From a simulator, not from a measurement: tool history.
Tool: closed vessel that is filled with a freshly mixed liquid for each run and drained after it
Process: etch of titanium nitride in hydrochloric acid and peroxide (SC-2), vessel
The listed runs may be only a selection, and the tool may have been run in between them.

| run | hour | temperature setpoint of the liquid (K) | parts of water to one part each of 37 % hydrochloric acid and 30 % peroxide (parts by volume) | time in the liquid (s) | thickness taken off the titanium nitride on a monitor wafer (Å) |
|---|---|---|---|---|---|
| 1 | 0 | 326.15 | 5.5 | 1170 | 865.89 |
| 2 | 8.4 | 321.15 | 5.5 | 1170 | 626.52 |
| 3 | 12.6 | 325.15 | 5.5 | 1170 | 816.15 |
| 4 | 15 | 325.15 | 5.5 | 1170 | 822.94 |
| 5 | 22.7 | 328.15 | 5.5 | 1170 | 986.41 |
| 6 | 24.5 | 330.65 | 5.5 | 1170 | 1173.8 |
| 7 | 30.9 | 332.15 | 5.5 | 1170 | 1280.6 |
| 8 | 38.8 | 333.65 | 5.5 | 1170 | 1412.6 |
| 9 | 47.3 | 334.65 | 5.5 | 1170 | 1515.5 |
| 10 | 51.7 | 335.15 | 5.5 | 1170 | 1566.4 |

The next listed run, before its measurement:
| 11 | 58.8 | 335.65 | 5.5 | 1170 | ? |

thickness taken off the titanium nitride on a monitor wafer (Å): 1603.3
